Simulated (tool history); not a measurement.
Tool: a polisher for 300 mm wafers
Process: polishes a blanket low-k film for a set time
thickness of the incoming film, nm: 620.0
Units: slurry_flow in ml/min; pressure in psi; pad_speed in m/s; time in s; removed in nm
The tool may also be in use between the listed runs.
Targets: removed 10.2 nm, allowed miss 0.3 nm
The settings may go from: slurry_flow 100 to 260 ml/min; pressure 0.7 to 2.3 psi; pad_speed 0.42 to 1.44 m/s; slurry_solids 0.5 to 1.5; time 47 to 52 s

{"run": 1, "hour": 0.0, "slurry_flow": 165, "pressure": 1.5, "pad_speed": 0.92, "slurry_solids": 1, "time": 52, "removed": 17.723}
{"run": 2, "hour": 8.0, "slurry_flow": 165, "pressure": 1.5, "pad_speed": 1.08, "slurry_solids": 1, "time": 52, "removed": 20.099}
{"run": 3, "hour": 15.5, "slurry_flow": 160, "pressure": 1.2, "pad_speed": 1.04, "slurry_solids": 1, "time": 52, "removed": 15.483}
{"run": 4, "hour": 23.5, "slurry_flow": 160, "pressure": 1.2, "pad_speed": 1.16, "slurry_solids": 1, "time": 52, "removed": 16.734}
{"run": 5, "hour": 29.6, "slurry_flow": 160, "pressure": 0.9, "pad_speed": 1.16, "slurry_solids": 1, "time": 52, "removed": 12.854}
{"run": 6, "hour": 33.0, "slurry_flow": 120, "pressure": 0.9, "pad_speed": 1.16, "slurry_solids": 1, "time": 52, "removed": 12.113}
{"run": 7, "hour": 39.6, "slurry_flow": 115, "pressure": 0.8, "pad_speed": 1.16, "slurry_solids": 1, "time": 52, "removed": 10.983}
{"run": 8, "hour": 46.6, "slurry_flow": 115, "pressure": 0.8, "pad_speed": 1.16, "slurry_solids": 1, "time": 52, "removed": 10.833}
{"run": 9, "hour": 52.1, "slurry_flow": 110, "pressure": 0.8, "pad_speed": 1.16, "slurry_solids": 1, "time": 52, "removed": 10.727}
{"run": 10, "hour": 54.4, "slurry_flow": 105, "pressure": 0.8, "pad_speed": 1.16, "slurry_solids": 1, "time": 52, "removed": 10.608}
{"run": 11, "hour": 58.4, "slurry_flow": 100, "pressure": 0.8, "pad_speed": 1.16, "slurry_solids": 1, "time": 52, "removed": 10.663}
{"run": 12, "hour": 64.5, "slurry_flow": 100, "pressure": 0.8, "pad_speed": 1.16, "slurry_solids": 1, "time": 52, "removed": 10.536}

5 next moves are on the table. One of them brings every result within its allowed miss. Which?
{"run": "A", "hour": 70.6, "slurry_flow": 105, "pressure": 1, "pad_speed": 1.2, "slurry_solids": 0.7, "time": 51, "removed": "?"}
{"run": "B", "hour": 70.6, "slurry_flow": 100, "pressure": 1.2, "pad_speed": 1.34, "slurry_solids": 0.6, "time": 49, "removed": "?"}
{"run": "C", "hour": 70.6, "slurry_flow": 100, "pressure": 0.7, "pad_speed": 1.44, "slurry_solids": 0.95, "time": 52, "removed": "?"}
{"run": "D", "hour": 70.6, "slurry_flow": 105, "pressure": 0.8, "pad_speed": 1.18, "slurry_solids": 0.9, "time": 50, "removed": "?"}
{"run": "E", "hour": 70.6, "slurry_flow": 105, "pressure": 1, "pad_speed": 1.12, "slurry_solids": 0.8, "time": 51, "removed": "?"}

move=A removed=10.258
move=B removed=11.009
move=C removed=10.635
move=D removed=9.6641
move=E removed=10.779
A: meets every target
B: further off than the last run
C: further off than the last run
D: takes the result that was furthest off past its target
E: further off than the last run
Move A is the one to make.

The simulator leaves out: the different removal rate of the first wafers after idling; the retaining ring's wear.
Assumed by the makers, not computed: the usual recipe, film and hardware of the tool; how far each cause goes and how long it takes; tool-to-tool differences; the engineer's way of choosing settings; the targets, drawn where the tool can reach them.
